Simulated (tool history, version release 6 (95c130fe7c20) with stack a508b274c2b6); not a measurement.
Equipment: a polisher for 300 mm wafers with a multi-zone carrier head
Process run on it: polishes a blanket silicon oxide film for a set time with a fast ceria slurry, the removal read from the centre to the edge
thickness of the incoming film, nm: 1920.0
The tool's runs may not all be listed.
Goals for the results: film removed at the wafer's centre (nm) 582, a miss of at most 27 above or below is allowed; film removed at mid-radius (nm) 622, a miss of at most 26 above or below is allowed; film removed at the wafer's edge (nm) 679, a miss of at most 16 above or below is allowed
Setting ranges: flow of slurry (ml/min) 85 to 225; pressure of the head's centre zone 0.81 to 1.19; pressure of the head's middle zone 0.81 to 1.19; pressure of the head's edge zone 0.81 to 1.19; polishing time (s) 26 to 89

run,hour,flow of slurry (ml/min),pressure of the head's centre zone,pressure of the head's middle zone,pressure of the head's edge zone,polishing time (s),film removed at the wafer's centre (nm),film removed at mid-radius (nm),film removed at the wafer's edge (nm)
1,0,145,1,1,1,57,745.89,747.21,767.48
2,3.8,145,0.95,1,1,57,741.2,748.99,767.19
3,10.7,145,0.95,0.96,1,57,732.46,715.04,764.27
4,16.1,130,0.91,0.96,1,56,659.03,703.96,740.59
5,19.2,120,0.91,0.94,0.98,56,634.21,684.73,719.96
6,21.8,120,0.91,0.94,1.04,56,637.14,664.7,742.38
7,27.8,115,0.91,0.93,1.02,56,637.32,655.24,730.67
8,29.8,110,0.91,0.92,1.01,56,633.57,644.77,723.22
9,35.2,105,0.9,0.92,1,56,597,640.61,712.55
10,42.7,105,0.9,0.92,1,56,615.95,631.42,712.09
11,51.3,100,0.9,0.92,0.99,56,601.65,636.21,704.78
12,59.6,95,0.9,0.92,0.98,56,595.5,629.05,696.95

4 candidate next runs follow, results not yet known. Just one meets every target within its allowed miss. Identify it.
A,67.9,90,0.81,0.9,0.99,57,?,?,?
B,67.9,85,0.9,0.91,1.08,56,?,?,?
C,67.9,100,0.88,0.92,0.95,55,?,?,?
D,67.9,85,0.83,0.91,0.99,58,?,?,?

move,film removed at the wafer's centre (nm),film removed at mid-radius (nm),film removed at the wafer's edge (nm)
A,531.8,610.08,711.05
B,569.16,593.82,713.64
C,578.09,618,689.6
D,543.24,615.32,714.94
A: lands further from the targets than the last run did
B: lands further from the targets than the last run did
C: all results land within tolerance of their targets
D: lands further from the targets than the last run did
Correct choice: C, which meets every target
